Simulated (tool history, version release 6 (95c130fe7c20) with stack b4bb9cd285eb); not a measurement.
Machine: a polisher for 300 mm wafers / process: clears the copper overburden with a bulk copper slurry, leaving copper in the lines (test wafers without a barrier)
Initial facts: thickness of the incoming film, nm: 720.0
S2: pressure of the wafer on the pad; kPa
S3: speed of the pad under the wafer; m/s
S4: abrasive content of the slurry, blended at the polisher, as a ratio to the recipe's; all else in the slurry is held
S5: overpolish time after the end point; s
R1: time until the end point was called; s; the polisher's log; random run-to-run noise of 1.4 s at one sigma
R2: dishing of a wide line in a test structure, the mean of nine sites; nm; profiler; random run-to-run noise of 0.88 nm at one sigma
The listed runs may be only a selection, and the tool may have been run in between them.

Run 1, hour 0: flow of slurry (ml/min) 320, S2 13.8 kPa, S3 1.34 m/s, S4 1, S5 19 s. Result: R1 75.561 s, R2 65.168 nm.
Run 2, hour 7: flow of slurry (ml/min) 320, S2 13.8 kPa, S3 1.34 m/s, S4 1, S5 15 s. Result: R1 74.906 s, R2 63.489 nm.
Run 3, hour 16: flow of slurry (ml/min) 320, S2 13.8 kPa, S3 1.34 m/s, S4 0.8, S5 15 s. Result: R1 76.589 s, R2 58.487 nm.
Run 4, hour 20.7: flow of slurry (ml/min) 340, S2 12.4 kPa, S3 1.5 m/s, S4 0.75, S5 13 s. Result: R1 75.661 s, R2 52.58 nm.
Run 5, hour 28.6: flow of slurry (ml/min) 355, S2 11.7 kPa, S3 1.62 m/s, S4 0.7, S5 11 s. Result: R1 78.617 s, R2 49.809 nm.
Run 6, hour 37.4: flow of slurry (ml/min) 355, S2 11.7 kPa, S3 1.38 m/s, S4 0.7, S5 11 s. Result: R1 90.14 s, R2 46.515 nm.

Run 7 is up next; what results do you expect?
Run 7, hour 44.3: flow of slurry (ml/min) 385, S2 11 kPa, S3 1.54 m/s, S4 0.65, S5 10 s. Result: R1 ?, R2 ?.

{"run 7": {"R1": 87.277, "R2": 42.872}}

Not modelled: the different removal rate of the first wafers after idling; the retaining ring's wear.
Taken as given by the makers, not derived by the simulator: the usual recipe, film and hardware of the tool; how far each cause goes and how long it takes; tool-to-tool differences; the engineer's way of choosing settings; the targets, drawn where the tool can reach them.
